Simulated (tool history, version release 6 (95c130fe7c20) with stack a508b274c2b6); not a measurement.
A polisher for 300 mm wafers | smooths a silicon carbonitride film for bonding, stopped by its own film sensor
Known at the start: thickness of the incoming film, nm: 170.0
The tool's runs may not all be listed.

run	hour	flow of slurry (ml/min)	pressure of the wafer on the pad (kPa)	speed of the pad under the wafer (m/s)	abrasive content of the slurry	target thickness at which the film sensor stops the polish (nm)	time until the film sensor stopped the polish (s)
1	0.0	305	17.2	0.78	1.00	130	161.76
2	8.7	305	17.2	0.78	1.00	130	163.72
3	11.5	305	15.2	0.72	1.00	130	189.85
4	14.0	305	13.8	0.66	1.00	130	207.00
5	19.3	305	12.4	0.60	0.95	130	251.88
6	24.8	305	9.0	0.60	0.95	130	290.57
7	29.8	305	9.0	0.56	0.95	130	300.30

Forecast run 8:
8	36.2	305	9.0	0.54	0.95	130	?

time until the film sensor stopped the polish (s): 316.63

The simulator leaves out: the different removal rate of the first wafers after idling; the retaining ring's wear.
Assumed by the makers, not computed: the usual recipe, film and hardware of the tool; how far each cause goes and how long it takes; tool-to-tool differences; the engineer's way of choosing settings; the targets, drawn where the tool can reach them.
